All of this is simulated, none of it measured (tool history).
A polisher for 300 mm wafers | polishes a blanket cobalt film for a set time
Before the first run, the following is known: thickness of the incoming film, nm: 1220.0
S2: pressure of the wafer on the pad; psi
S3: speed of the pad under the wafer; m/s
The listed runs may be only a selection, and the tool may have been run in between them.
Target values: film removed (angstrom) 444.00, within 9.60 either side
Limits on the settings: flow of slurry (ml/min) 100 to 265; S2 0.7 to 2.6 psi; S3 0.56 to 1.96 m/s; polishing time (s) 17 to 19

{"run": 1, "hour": 0.0, "flow of slurry (ml/min)": 170, "S2": 1.6, "S3": 1.26, "polishing time (s)": 19, "film removed (angstrom)": 1000.6}
{"run": 2, "hour": 2.0, "flow of slurry (ml/min)": 170, "S2": 1.7, "S3": 1.26, "polishing time (s)": 19, "film removed (angstrom)": 1051.7}
{"run": 3, "hour": 6.5, "flow of slurry (ml/min)": 170, "S2": 1.7, "S3": 1.0, "polishing time (s)": 19, "film removed (angstrom)": 882.45}
{"run": 4, "hour": 13.3, "flow of slurry (ml/min)": 170, "S2": 1.7, "S3": 1.28, "polishing time (s)": 19, "film removed (angstrom)": 1076.7}
{"run": 5, "hour": 17.9, "flow of slurry (ml/min)": 195, "S2": 1.7, "S3": 1.28, "polishing time (s)": 19, "film removed (angstrom)": 1073.4}
{"run": 6, "hour": 25.2, "flow of slurry (ml/min)": 195, "S2": 1.6, "S3": 1.28, "polishing time (s)": 19, "film removed (angstrom)": 1018.8}
{"run": 7, "hour": 34.0, "flow of slurry (ml/min)": 195, "S2": 1.5, "S3": 1.22, "polishing time (s)": 19, "film removed (angstrom)": 928.83}
{"run": 8, "hour": 41.8, "flow of slurry (ml/min)": 195, "S2": 1.4, "S3": 1.16, "polishing time (s)": 19, "film removed (angstrom)": 832.82}
{"run": 9, "hour": 46.6, "flow of slurry (ml/min)": 195, "S2": 1.3, "S3": 1.12, "polishing time (s)": 19, "film removed (angstrom)": 756.99}
{"run": 10, "hour": 50.9, "flow of slurry (ml/min)": 195, "S2": 1.2, "S3": 1.1, "polishing time (s)": 19, "film removed (angstrom)": 686.97}
{"run": 11, "hour": 54.6, "flow of slurry (ml/min)": 190, "S2": 1.1, "S3": 1.08, "polishing time (s)": 19, "film removed (angstrom)": 620.78}
{"run": 12, "hour": 58.2, "flow of slurry (ml/min)": 185, "S2": 1.1, "S3": 1.08, "polishing time (s)": 19, "film removed (angstrom)": 620.13}
{"run": 13, "hour": 62.3, "flow of slurry (ml/min)": 180, "S2": 1.1, "S3": 1.08, "polishing time (s)": 19, "film removed (angstrom)": 616.88}
{"run": 14, "hour": 66.7, "flow of slurry (ml/min)": 175, "S2": 1.1, "S3": 1.08, "polishing time (s)": 19, "film removed (angstrom)": 614.62}
{"run": 15, "hour": 69.9, "flow of slurry (ml/min)": 170, "S2": 1.1, "S3": 1.08, "polishing time (s)": 19, "film removed (angstrom)": 614.79}
{"run": 16, "hour": 72.7, "flow of slurry (ml/min)": 165, "S2": 1.1, "S3": 1.08, "polishing time (s)": 19, "film removed (angstrom)": 619.12}

Which single option among these 5 for the next run brings every result within its allowed miss of target? Just one does.
{"run": "A", "hour": 75.5, "flow of slurry (ml/min)": 140, "S2": 1.1, "S3": 0.82, "polishing time (s)": 17, "film removed (angstrom)": "?"}
{"run": "B", "hour": 75.5, "flow of slurry (ml/min)": 220, "S2": 1.0, "S3": 1.12, "polishing time (s)": 18, "film removed (angstrom)": "?"}
{"run": "C", "hour": 75.5, "flow of slurry (ml/min)": 170, "S2": 1.4, "S3": 1.28, "polishing time (s)": 19, "film removed (angstrom)": "?"}
{"run": "D", "hour": 75.5, "flow of slurry (ml/min)": 115, "S2": 1.5, "S3": 1.1, "polishing time (s)": 19, "film removed (angstrom)": "?"}
{"run": "E", "hour": 75.5, "flow of slurry (ml/min)": 205, "S2": 1.1, "S3": 0.58, "polishing time (s)": 18, "film removed (angstrom)": "?"}

move=A film_removed_(angstrom)=437.62
move=B film_removed_(angstrom)=558.45
move=C film_removed_(angstrom)=879.99
move=D film_removed_(angstrom)=800.15
move=E film_removed_(angstrom)=382.71
A: every result within its allowed miss
B: nearer the targets than the last run, but a result is still out of spec
C: misses by more than the last run did
D: misses by more than the last run did
E: pushes the last run's worst result past its target
Go with A: it meets all targets.
